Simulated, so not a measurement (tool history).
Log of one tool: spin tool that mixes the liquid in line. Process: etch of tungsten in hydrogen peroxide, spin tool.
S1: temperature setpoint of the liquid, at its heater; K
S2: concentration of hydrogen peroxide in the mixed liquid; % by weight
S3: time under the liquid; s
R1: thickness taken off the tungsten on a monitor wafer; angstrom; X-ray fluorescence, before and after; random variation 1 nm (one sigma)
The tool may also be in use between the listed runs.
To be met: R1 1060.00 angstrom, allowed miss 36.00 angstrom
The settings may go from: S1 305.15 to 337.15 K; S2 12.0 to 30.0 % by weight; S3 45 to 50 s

run	hour	S1	S2	S3	R1
1	0.0	321.15	22.5	45	739.14
2	2.4	321.15	22.5	50	827.17
3	9.2	322.65	22.5	50	912.89
4	13.0	319.65	22.5	50	736.40
5	15.9	319.65	22.5	45	665.07
6	23.2	319.65	27.0	45	746.76
7	25.1	321.15	27.0	45	814.51
8	28.9	322.65	27.0	45	894.23
9	31.4	323.65	27.0	45	956.07
10	38.7	324.15	27.0	45	963.93
11	45.0	324.65	27.0	45	1020.40

4 next moves are on the table. One of them brings every result within its allowed miss. Which?
A	51.3	324.65	25.5	45	?
B	51.3	323.65	28.5	45	?
C	51.3	323.65	30.0	50	?
D	51.3	324.15	26.5	50	?

move	R1
A	985.87
B	980.82
C	1118.10
D	1083.30
A: further off than the last run
B: further off than the last run
C: takes the result that was furthest off past its target
D: meets every target
The right move is D.

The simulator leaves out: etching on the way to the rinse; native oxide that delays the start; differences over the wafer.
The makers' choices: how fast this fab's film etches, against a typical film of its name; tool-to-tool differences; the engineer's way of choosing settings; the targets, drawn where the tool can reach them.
